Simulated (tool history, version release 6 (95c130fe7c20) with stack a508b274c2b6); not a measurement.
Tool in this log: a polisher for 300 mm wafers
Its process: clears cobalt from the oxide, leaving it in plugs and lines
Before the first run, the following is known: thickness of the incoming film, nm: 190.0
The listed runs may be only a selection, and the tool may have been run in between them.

run	hour	flow of slurry (ml/min)	pressure of the wafer on the pad (psi)	speed of the pad under the wafer (cm/s)	overpolish time after the end point (s)	time until the end point was called (s)	dishing of a wide line in a test structure (angstrom)
1	0.0	225	1.2	90	21	74.235	235.03
2	3.8	225	1.2	68	21	97.680	209.44
3	7.5	225	1.2	68	25	98.724	222.25
4	10.2	225	1.2	68	26	100.270	223.91
5	14.3	180	1.2	68	26	101.910	234.20
6	17.8	175	1.1	68	28	110.180	229.92

What does the tool deliver on the next run?
7	26.4	175	1.1	68	30	?	?

{"run 7": {"time until the end point was called (s)": 107.83, "dishing of a wide line in a test structure (angstrom)": 232.99}}
